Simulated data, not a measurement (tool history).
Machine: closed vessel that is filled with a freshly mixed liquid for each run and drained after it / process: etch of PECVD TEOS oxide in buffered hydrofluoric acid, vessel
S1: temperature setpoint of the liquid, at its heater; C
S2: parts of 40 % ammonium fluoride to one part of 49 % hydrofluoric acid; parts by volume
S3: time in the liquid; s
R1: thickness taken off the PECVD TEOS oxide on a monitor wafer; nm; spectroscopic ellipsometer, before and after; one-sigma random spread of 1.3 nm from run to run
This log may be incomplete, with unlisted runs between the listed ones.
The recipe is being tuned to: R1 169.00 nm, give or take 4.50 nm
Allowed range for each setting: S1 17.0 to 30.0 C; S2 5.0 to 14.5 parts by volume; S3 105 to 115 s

run  hour    S1    S2   S3      R1
  1   0.0  22.0   9.0  105  198.97
  2   2.0  20.0   9.0  105  178.96
  3   5.8  19.5   9.0  105  173.72
  4   8.4  17.0   9.0  105  148.36
  5  10.8  20.0   9.0  105  178.17
  6  17.9  20.0  11.0  105  151.98
  7  23.6  20.5  11.0  105  156.56
  8  27.8  21.0  11.0  105  161.21

Which of these 4 next moves meets every target?
  A  32.0  22.5  12.5  110   ?
  B  32.0  22.5  12.0  105   ?
  C  32.0  21.5  13.0  115   ?
  D  32.0  23.5  12.0  105   ?

move      R1
   A  160.81
   B  159.76
   C  153.08
   D  168.77
A: moves away from the targets compared with the last run
B: moves away from the targets compared with the last run
C: moves away from the targets compared with the last run
D: in spec on every target
D meets every target.
